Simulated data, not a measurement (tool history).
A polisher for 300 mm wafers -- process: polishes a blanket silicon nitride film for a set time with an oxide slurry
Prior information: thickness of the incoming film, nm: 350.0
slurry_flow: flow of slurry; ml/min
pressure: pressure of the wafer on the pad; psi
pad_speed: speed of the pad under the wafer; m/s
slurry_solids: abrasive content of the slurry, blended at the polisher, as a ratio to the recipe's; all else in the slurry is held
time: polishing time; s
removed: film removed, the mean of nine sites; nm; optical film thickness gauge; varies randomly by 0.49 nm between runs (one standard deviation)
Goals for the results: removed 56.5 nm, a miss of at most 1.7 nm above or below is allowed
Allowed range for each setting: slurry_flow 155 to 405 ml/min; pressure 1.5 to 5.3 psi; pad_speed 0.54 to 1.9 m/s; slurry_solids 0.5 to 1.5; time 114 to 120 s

run,hour,slurry_flow,pressure,pad_speed,slurry_solids,time,removed
1,0,260,3.4,1.22,1,114,85.163
2,8.9,260,3.2,1.22,1,114,79.796
3,11.4,260,2.7,1.22,1,114,68.216
4,14.8,260,2.6,1.22,1,114,65.654
5,20.5,260,2.6,1.22,1,120,68.691
6,26.1,260,2.6,1.22,1.2,120,73.981
7,26.7,260,2.5,1.22,1.2,120,70.491
8,30,260,2.4,1.22,1.2,120,68.284
9,35.6,260,2.3,1.22,1.2,120,66.152
10,37.7,260,2.2,1.22,1.2,120,63.499

Consider the 5 candidate settings below. Which is the only one whose results all fall within their allowed miss of target?
A,39.8,235,1.8,1.26,1.4,114,?
B,39.8,370,2.2,1.06,1.2,115,?
C,39.8,260,1.7,1.42,1.15,118,?
D,39.8,265,1.9,1.28,1.15,114,?
E,39.8,250,2.9,0.7,1.2,114,?

move,removed
A,52.691
B,56.238
C,53.244
D,53.098
E,52.728
A: moves the result that the last run missed by most past its target, out the other side
B: all results in spec
C: moves the result that the last run missed by most past its target, out the other side
D: moves the result that the last run missed by most past its target, out the other side
E: moves the result that the last run missed by most past its target, out the other side
Go with B: it meets all targets.

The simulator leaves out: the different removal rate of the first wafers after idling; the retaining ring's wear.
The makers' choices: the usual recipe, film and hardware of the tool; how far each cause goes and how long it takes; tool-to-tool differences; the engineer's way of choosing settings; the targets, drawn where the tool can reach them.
